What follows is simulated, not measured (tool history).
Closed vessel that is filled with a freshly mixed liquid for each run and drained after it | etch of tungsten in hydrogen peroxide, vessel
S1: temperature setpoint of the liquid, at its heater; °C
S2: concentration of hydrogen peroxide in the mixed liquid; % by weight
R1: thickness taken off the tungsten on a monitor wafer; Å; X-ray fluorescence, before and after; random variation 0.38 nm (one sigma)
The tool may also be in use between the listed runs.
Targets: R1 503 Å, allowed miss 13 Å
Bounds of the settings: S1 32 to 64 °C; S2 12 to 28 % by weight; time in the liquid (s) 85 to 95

run 1 hour=0 | S1=48 S2=19 time_in_the_liquid_(s)=85 | R1=1262
run 2 hour=3.8 | S1=43 S2=19 time_in_the_liquid_(s)=85 | R1=922.33
run 3 hour=8.5 | S1=50 S2=19 time_in_the_liquid_(s)=85 | R1=1435
run 4 hour=10.9 | S1=44.5 S2=19 time_in_the_liquid_(s)=85 | R1=1035.3
run 5 hour=13.1 | S1=44.5 S2=22 time_in_the_liquid_(s)=85 | R1=1085.4
run 6 hour=21.5 | S1=37.5 S2=22 time_in_the_liquid_(s)=85 | R1=706.45
run 7 hour=25.6 | S1=37.5 S2=22 time_in_the_liquid_(s)=85 | R1=702.77
run 8 hour=32.9 | S1=36 S2=22 time_in_the_liquid_(s)=85 | R1=637.62
run 9 hour=34.2 | S1=35 S2=22 time_in_the_liquid_(s)=85 | R1=595.66
run 10 hour=42.8 | S1=35 S2=22 time_in_the_liquid_(s)=85 | R1=597.3
run 11 hour=45.7 | S1=34 S2=22 time_in_the_liquid_(s)=85 | R1=563.9
run 12 hour=48.1 | S1=33.5 S2=22 time_in_the_liquid_(s)=85 | R1=533.12
run 13 hour=49.2 | S1=33 S2=22 time_in_the_liquid_(s)=85 | R1=517.24

Which of these 4 next moves meets every target?
run A hour=50.3 | S1=33.5 S2=22.5 time_in_the_liquid_(s)=85 | R1=?
run B hour=50.3 | S1=32 S2=21 time_in_the_liquid_(s)=85 | R1=?
run C hour=50.3 | S1=32 S2=24 time_in_the_liquid_(s)=85 | R1=?
run D hour=50.3 | S1=32 S2=24 time_in_the_liquid_(s)=90 | R1=?

move=A R1=546.73
move=B R1=476.82
move=C R1=509.74
move=D R1=539.73
A: further off than the last run
B: takes the result that was furthest off past its target
C: meets every target
D: further off than the last run
Move C is the one to make.

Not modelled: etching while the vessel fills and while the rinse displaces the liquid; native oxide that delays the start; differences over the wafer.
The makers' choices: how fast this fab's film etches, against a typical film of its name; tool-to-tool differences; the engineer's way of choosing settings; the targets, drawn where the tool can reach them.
